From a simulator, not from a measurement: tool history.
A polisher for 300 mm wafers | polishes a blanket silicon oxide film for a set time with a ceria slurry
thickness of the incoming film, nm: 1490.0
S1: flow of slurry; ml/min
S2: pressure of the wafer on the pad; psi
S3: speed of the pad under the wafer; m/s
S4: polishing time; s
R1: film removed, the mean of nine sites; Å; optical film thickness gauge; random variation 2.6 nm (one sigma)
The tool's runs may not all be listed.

{"run": 1, "hour": 0.0, "S1": 295, "S2": 4.1, "S3": 0.96, "S4": 58, "R1": 2754.7}
{"run": 2, "hour": 6.3, "S1": 220, "S2": 4.1, "S3": 0.96, "S4": 58, "R1": 2575.8}
{"run": 3, "hour": 6.9, "S1": 220, "S2": 3.9, "S3": 0.96, "S4": 58, "R1": 2460.6}
{"run": 4, "hour": 12.5, "S1": 220, "S2": 3.9, "S3": 0.96, "S4": 52, "R1": 2195.3}
{"hour": 19.9, "done": "slurry nozzle cleaned"}
{"run": 5, "hour": 19.9, "S1": 215, "S2": 3.8, "S3": 0.96, "S4": 52, "R1": 2312.2}
{"run": 6, "hour": 23.8, "S1": 215, "S2": 3.8, "S3": 0.96, "S4": 52, "R1": 2360.9}
{"run": 7, "hour": 32.7, "S1": 215, "S2": 3.6, "S3": 0.96, "S4": 52, "R1": 2189}
{"run": 8, "hour": 34.2, "S1": 215, "S2": 3.5, "S3": 0.96, "S4": 52, "R1": 2165.8}

Run 9 comes next. What will it give?
{"run": 9, "hour": 35.3, "S1": 215, "S2": 3, "S3": 0.94, "S4": 52, "R1": "?"}

{"run 9": {"R1": 1807.9}}
